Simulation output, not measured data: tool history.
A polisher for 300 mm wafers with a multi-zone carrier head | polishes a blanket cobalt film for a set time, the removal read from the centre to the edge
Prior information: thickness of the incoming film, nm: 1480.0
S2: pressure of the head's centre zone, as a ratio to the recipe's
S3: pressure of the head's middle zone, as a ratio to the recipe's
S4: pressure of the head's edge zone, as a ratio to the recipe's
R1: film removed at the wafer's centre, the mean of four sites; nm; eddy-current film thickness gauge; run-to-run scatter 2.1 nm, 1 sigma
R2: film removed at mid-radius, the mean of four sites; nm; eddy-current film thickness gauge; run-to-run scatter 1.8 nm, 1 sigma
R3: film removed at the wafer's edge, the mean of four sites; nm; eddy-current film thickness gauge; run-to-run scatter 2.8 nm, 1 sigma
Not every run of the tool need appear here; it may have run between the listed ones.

Run 1, hour 0: flow of slurry (ml/min) 145, S2 1, S3 1, S4 1, polishing time (s) 41. Result: R1 140.05 nm, R2 136.62 nm, R3 131.62 nm.
Run 2, hour 4.5: flow of slurry (ml/min) 150, S2 1, S3 1, S4 1.02, polishing time (s) 43. Result: R1 149.58 nm, R2 144.86 nm, R3 144.93 nm.
Run 3, hour 10.7: flow of slurry (ml/min) 155, S2 1.01, S3 1.02, S4 1.04, polishing time (s) 43. Result: R1 149.1 nm, R2 146.07 nm, R3 148.79 nm.
Run 4, hour 16.9: flow of slurry (ml/min) 160, S2 1.03, S3 1.04, S4 1.04, polishing time (s) 44. Result: R1 157.44 nm, R2 153.31 nm, R3 155.36 nm.
Run 5, hour 18.8: flow of slurry (ml/min) 160, S2 1.03, S3 1.04, S4 1, polishing time (s) 44. Result: R1 159.36 nm, R2 152.56 nm, R3 149.5 nm.
Run 6, hour 23.1: flow of slurry (ml/min) 160, S2 1.03, S3 1.12, S4 1, polishing time (s) 44. Result: R1 158.34 nm, R2 160.43 nm, R3 151 nm.
Run 7, hour 27: flow of slurry (ml/min) 165, S2 1.04, S3 1.13, S4 1.01, polishing time (s) 45. Result: R1 165.61 nm, R2 164.06 nm, R3 156.01 nm.
Run 8, hour 34: flow of slurry (ml/min) 170, S2 1.04, S3 1.14, S4 1.02, polishing time (s) 46. Result: R1 168.89 nm, R2 171.78 nm, R3 156.43 nm.

The next listed run, before its measurement:
Run 9, hour 36.5: flow of slurry (ml/min) 165, S2 1.05, S3 1.14, S4 1.04, polishing time (s) 47. Result: R1 ?, R2 ?, R3 ?.

R1: 172.7 nm
R2: 175.15 nm
R3: 161.69 nm
